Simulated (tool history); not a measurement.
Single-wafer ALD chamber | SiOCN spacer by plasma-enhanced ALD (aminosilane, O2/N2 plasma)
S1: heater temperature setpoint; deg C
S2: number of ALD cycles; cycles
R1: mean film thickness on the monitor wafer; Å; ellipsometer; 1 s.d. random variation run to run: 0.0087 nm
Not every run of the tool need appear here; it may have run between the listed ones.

Run 1, day 0.000: S1 425 deg C, S2 29 cycles. Result: R1 16.108 Å.
Run 2, day 0.146: S1 425 deg C, S2 31 cycles. Result: R1 17.034 Å.
Run 3, day 0.483: S1 427 deg C, S2 30 cycles. Result: R1 16.632 Å.
Run 4, day 0.600: S1 427 deg C, S2 29 cycles. Result: R1 16.113 Å.
Run 5, day 0.917: S1 432 deg C, S2 29 cycles. Result: R1 15.756 Å.
Run 6, day 1.054: S1 433 deg C, S2 29 cycles. Result: R1 15.743 Å.

What will run 7 give?
Run 7, day 1.367: S1 434 deg C, S2 29 cycles. Result: R1 ?.

R1: 15.652 Å
